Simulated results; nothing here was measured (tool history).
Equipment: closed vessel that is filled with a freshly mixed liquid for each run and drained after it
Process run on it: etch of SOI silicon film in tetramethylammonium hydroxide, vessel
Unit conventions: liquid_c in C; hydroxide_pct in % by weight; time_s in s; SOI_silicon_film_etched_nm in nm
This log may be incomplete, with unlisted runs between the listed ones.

run	hour	liquid_c	hydroxide_pct	time_s	SOI_silicon_film_etched_nm
1	0.0	68	15	105	625.90
2	7.4	68	15	105	619.91
3	9.8	66	15	105	553.29
4	17.2	63	15	105	458.39
5	26.5	63	15	105	463.47
6	31.0	62	15	105	435.01

What does the tool deliver on the next run?
7	32.9	62	15	105	?

{"run 7": {"SOI_silicon_film_etched_nm": 430.47}}
